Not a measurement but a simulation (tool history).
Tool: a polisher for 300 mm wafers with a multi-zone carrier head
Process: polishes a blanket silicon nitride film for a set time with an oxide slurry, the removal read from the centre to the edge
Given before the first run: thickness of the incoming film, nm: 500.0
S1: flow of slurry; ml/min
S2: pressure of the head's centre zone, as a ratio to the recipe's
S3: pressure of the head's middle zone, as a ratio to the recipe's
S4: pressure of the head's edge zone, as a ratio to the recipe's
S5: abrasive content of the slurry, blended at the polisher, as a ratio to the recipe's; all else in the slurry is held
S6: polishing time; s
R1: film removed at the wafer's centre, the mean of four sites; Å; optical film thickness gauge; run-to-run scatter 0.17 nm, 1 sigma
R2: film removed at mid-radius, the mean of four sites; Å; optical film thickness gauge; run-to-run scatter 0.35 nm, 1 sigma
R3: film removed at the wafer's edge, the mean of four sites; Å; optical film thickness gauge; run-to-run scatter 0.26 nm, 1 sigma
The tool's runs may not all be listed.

run 1 hour=0.0 | S1=175 S2=1.00 S3=1.00 S4=1.00 S5=1.00 S6=40 | R1=306.19 R2=293.83 R3=297.39
run 2 hour=1.5 | S1=170 S2=0.97 S3=1.00 S4=0.97 S5=0.95 S6=40 | R1=292.33 R2=288.49 R3=284.20
run 3 hour=2.1 | S1=165 S2=0.94 S3=1.00 S4=0.96 S5=0.90 S6=40 | R1=277.58 R2=280.30 R3=284.86
run 4 hour=10.5 | S1=165 S2=0.94 S3=1.00 S4=0.96 S5=1.05 S6=40 | R1=292.77 R2=297.03 R3=303.05
run 5 hour=19.2 | S1=195 S2=0.94 S3=1.00 S4=0.96 S5=1.05 S6=40 | R1=304.35 R2=313.28 R3=303.92
run 6 hour=21.5 | S1=195 S2=0.94 S3=1.00 S4=0.96 S5=1.05 S6=47 | R1=358.76 R2=357.85 R3=361.98
run 7 hour=28.4 | S1=190 S2=0.92 S3=1.01 S4=0.94 S5=0.95 S6=46 | R1=325.64 R2=339.70 R3=330.34
run 8 hour=35.9 | S1=185 S2=0.90 S3=1.01 S4=0.93 S5=0.85 S6=46 | R1=300.73 R2=334.98 R3=312.00
run 9 hour=41.1 | S1=180 S2=0.89 S3=0.99 S4=0.92 S5=0.80 S6=46 | R1=296.76 R2=305.08 R3=305.76
run 10 hour=44.9 | S1=175 S2=0.88 S3=1.00 S4=0.91 S5=0.75 S6=46 | R1=281.90 R2=302.28 R3=292.95
run 11 hour=45.6 | S1=170 S2=0.87 S3=1.00 S4=0.90 S5=0.70 S6=46 | R1=269.85 R2=289.23 R3=280.31

Forecast run 12:
run 12 hour=48.2 | S1=160 S2=0.86 S3=1.00 S4=0.89 S5=0.70 S6=46 | R1=? R2=? R3=?

R1: 262.34 Å
R2: 286.54 Å
R3: 276.03 Å

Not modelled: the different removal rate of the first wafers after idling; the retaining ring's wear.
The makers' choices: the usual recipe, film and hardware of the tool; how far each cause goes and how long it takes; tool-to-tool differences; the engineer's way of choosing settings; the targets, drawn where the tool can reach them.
